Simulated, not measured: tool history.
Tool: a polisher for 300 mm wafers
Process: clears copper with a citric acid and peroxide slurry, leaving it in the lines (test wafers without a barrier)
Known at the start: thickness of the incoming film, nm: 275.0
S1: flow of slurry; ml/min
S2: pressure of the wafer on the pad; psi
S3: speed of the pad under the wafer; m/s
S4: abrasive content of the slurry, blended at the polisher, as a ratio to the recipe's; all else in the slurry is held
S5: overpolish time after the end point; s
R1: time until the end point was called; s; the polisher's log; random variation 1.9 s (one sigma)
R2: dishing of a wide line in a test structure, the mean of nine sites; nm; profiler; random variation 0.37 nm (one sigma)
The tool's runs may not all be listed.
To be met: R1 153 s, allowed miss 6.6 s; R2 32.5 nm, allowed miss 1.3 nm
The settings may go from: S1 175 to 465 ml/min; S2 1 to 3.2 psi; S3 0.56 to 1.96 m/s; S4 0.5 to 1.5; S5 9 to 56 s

run	hour	S1	S2	S3	S4	S5	R1	R2
1	0	295	2.1	1.26	1	29	116.64	32.965
2	5.8	295	2	1.26	1	30	121.57	33.734
3	9.8	295	1.9	1.26	1	31	123.2	32.175
4	18.2	295	1.8	1.24	1	33	131.33	32.774
5	21.8	295	1.8	1.24	1.2	33	127.89	33.365
6	22.6	345	1.8	1.24	1.2	33	125.22	32.973
7	24.7	340	1.7	1.24	1.2	34	134.38	33.702
8	31.7	340	1.5	1.24	1.2	35	146.9	30.931
9	33.9	340	1.5	1.24	1.2	36	144.65	31.605

Which of these 5 next moves meets every target?
A	36.1	365	1.5	1.14	1.4	38	?	?
B	36.1	370	1.5	1.32	1.3	33	?	?
C	36.1	390	1.9	1.16	1.15	29	?	?
D	36.1	325	1.3	1.5	1.3	31	?	?
E	36.1	270	2.1	1.04	1.15	30	?	?

move	R1	R2
A	154.64	32.358
B	136.36	31.985
C	129.34	30.927
D	136.52	30.241
E	136.41	30.734
A: meets every target
B: further off than the last run
C: further off than the last run
D: further off than the last run
E: further off than the last run
Move A is the one to make.
